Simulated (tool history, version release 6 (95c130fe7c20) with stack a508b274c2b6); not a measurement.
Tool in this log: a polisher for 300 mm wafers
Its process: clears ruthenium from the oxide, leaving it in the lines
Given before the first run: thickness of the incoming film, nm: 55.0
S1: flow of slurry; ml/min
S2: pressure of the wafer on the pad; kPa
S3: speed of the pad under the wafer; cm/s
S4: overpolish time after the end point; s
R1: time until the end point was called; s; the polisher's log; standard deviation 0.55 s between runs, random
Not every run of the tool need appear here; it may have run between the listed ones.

run 1 day=0 | S1=185 S2=9.7 S3=86 S4=5 | R1=81.795
run 2 day=0.138 | S1=185 S2=9.7 S3=86 S4=5 | R1=80.621
run 3 day=0.446 | S1=185 S2=8.3 S3=86 S4=5 | R1=93.347
run 4 day=0.658 | S1=190 S2=9.7 S3=86 S4=5 | R1=81.083
run 5 day=0.862 | S1=230 S2=9.7 S3=86 S4=5 | R1=79.402
run 6 day=1.088 | S1=230 S2=11 S3=86 S4=5 | R1=68.523
run 7 day=1.438 | S1=235 S2=13.8 S3=88 S4=5 | R1=54.06

Run 8 is up next; what results do you expect?
run 8 day=1.721 | S1=240 S2=14.5 S3=88 S4=5 | R1=?

Run 8 came out at R1 52.839 s.
